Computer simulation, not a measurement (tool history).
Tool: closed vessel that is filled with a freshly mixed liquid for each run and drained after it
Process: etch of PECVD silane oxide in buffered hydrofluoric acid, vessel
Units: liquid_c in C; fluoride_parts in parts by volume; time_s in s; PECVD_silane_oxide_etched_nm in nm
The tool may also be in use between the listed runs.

run,hour,liquid_c,fluoride_parts,time_s,PECVD_silane_oxide_etched_nm
1,0.0,21.0,7.5,30,156.17
2,7.0,21.0,7.5,30,155.99
3,9.5,22.0,7.5,30,165.18
4,13.4,22.0,7.5,30,165.93
5,22.4,22.0,8.5,30,144.39
6,31.1,24.0,8.5,30,163.78
7,37.2,24.5,8.5,30,169.46
8,46.1,25.0,8.5,30,170.44
9,50.6,25.5,8.5,30,177.39
10,57.6,25.5,8.5,30,173.36
11,61.2,26.0,8.5,30,185.23
12,62.1,26.5,8.5,30,184.80

Forecast run 13:
13,69.9,27.0,8.5,30,?

For run 13 the tool returned PECVD_silane_oxide_etched_nm 190.13 nm.
